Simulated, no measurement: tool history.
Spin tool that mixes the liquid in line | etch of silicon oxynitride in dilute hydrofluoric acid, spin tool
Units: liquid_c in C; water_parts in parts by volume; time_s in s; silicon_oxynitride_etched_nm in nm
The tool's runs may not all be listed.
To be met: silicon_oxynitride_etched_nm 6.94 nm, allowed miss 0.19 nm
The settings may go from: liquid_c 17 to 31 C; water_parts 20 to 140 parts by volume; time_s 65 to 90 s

run	day	liquid_c	water_parts	time_s	silicon_oxynitride_etched_nm
1	0	23	75	90	3.1279
2	0.1	23	105	90	2.1609
3	0.288	24.5	90	90	2.7933
4	0.408	24.5	80	90	3.1243
5	0.583	24.5	80	65	2.2502
6	0.642	24.5	100	65	1.7946
7	0.988	25.5	85	70	2.3914
8	1.046	26.5	70	75	3.2986
9	1.179	26.5	70	75	3.3198
10	1.283	27.5	60	75	4.0728
11	1.458	28	55	75	4.5494
12	1.592	28.5	50	75	5.1623
13	1.892	29	50	75	5.298

4 next moves are on the table. One of them brings every result within its allowed miss. Which?
A	2.192	31	40	75	?
B	2.192	30	35	65	?
C	2.192	28.5	40	85	?
D	2.192	30	85	85	?

move	silicon_oxynitride_etched_nm
A	7.3315
B	6.9632
C	7.387
D	3.5617
A: takes the result that was furthest off past its target
B: meets every target
C: takes the result that was furthest off past its target
D: further off than the last run
Answer: B
